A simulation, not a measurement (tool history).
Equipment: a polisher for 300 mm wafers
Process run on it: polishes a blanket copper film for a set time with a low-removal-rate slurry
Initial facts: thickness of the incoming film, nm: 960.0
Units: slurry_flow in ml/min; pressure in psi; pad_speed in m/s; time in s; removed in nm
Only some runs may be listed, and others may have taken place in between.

{"run": 1, "hour": 0.0, "slurry_flow": 295, "pressure": 1.9, "pad_speed": 1.2, "slurry_solids": 1.0, "time": 61, "removed": 143.39}
{"run": 2, "hour": 2.6, "slurry_flow": 295, "pressure": 2.0, "pad_speed": 1.2, "slurry_solids": 1.0, "time": 61, "removed": 151.27}
{"run": 3, "hour": 7.1, "slurry_flow": 295, "pressure": 2.0, "pad_speed": 1.2, "slurry_solids": 1.1, "time": 61, "removed": 158.28}
{"run": 4, "hour": 14.9, "slurry_flow": 295, "pressure": 2.1, "pad_speed": 1.2, "slurry_solids": 1.1, "time": 61, "removed": 167.38}
{"run": 5, "hour": 20.8, "slurry_flow": 295, "pressure": 1.9, "pad_speed": 1.2, "slurry_solids": 1.1, "time": 61, "removed": 150.32}
{"run": 6, "hour": 21.4, "slurry_flow": 295, "pressure": 2.0, "pad_speed": 1.2, "slurry_solids": 1.1, "time": 61, "removed": 156.45}
{"run": 7, "hour": 30.0, "slurry_flow": 295, "pressure": 2.1, "pad_speed": 1.2, "slurry_solids": 1.1, "time": 61, "removed": 158.95}
{"run": 8, "hour": 38.3, "slurry_flow": 295, "pressure": 2.2, "pad_speed": 1.2, "slurry_solids": 1.1, "time": 61, "removed": 170.13}

Run 9 is up next; what results do you expect?
{"run": 9, "hour": 46.2, "slurry_flow": 295, "pressure": 2.3, "pad_speed": 1.2, "slurry_solids": 1.1, "time": 61, "removed": "?"}

removed: 176.42 nm
